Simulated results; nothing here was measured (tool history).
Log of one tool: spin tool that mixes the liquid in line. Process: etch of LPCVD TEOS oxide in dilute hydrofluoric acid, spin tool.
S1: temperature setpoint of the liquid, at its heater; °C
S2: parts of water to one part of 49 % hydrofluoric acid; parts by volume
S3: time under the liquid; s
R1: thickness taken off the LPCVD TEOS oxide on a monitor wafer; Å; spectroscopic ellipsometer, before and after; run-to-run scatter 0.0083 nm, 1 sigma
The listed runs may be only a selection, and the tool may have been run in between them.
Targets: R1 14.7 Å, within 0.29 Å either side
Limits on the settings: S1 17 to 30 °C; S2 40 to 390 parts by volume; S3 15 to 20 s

run  hour    S1   S2  S3      R1
  1     0    22  215  20  12.045
  2   0.6    20  215  20  11.207
  3   9.5    20  145  20  17.923
  4  16.9  19.5  150  20  16.781
  5  25.2    19  150  20   16.46
  6  27.4  18.5  150  20  16.215
  7  34.3  18.5  150  20  16.242
  8  40.8    18  150  20  15.937

Which one of the following 4 next-run settings gets every result inside its allowed miss? There is exactly one.
  A  47.3    17  120  15   ?
  B  47.3    18  135  20   ?
  C  47.3  17.5  135  20   ?
  D  47.3    19  160  20   ?

move      R1
   A  14.702
   B  17.886
   C  17.523
   D  15.323
A: each result inside its tolerance
B: the biggest miss grows against the last run
C: the biggest miss grows against the last run
D: closer than the last run, but not yet in spec
Go with A: it meets all targets.
